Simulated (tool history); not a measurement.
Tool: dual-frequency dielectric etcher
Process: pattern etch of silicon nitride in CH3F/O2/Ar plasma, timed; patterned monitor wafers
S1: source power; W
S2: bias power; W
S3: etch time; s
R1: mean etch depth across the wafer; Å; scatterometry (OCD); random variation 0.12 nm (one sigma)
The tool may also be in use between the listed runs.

Run 1, hour 0.0: S1 410 W, S2 68 W, S3 32.0 s. Result: R1 232.86 Å.
Run 2, hour 2.9: S1 410 W, S2 68 W, S3 32.0 s. Result: R1 233.89 Å.
Run 3, hour 6.1: S1 360 W, S2 68 W, S3 32.0 s. Result: R1 224.81 Å.
Run 4, hour 7.5: S1 360 W, S2 63 W, S3 32.0 s. Result: R1 217.12 Å.
Run 5, hour 11.6: S1 410 W, S2 63 W, S3 32.0 s. Result: R1 228.30 Å.
Run 6, hour 12.9: S1 400 W, S2 63 W, S3 32.0 s. Result: R1 223.40 Å.
Run 7, hour 16.5: S1 390 W, S2 63 W, S3 32.0 s. Result: R1 223.18 Å.

The next listed run, before its measurement:
Run 8, hour 18.7: S1 380 W, S2 63 W, S3 32.0 s. Result: R1 ?.

R1: 220.47 Å
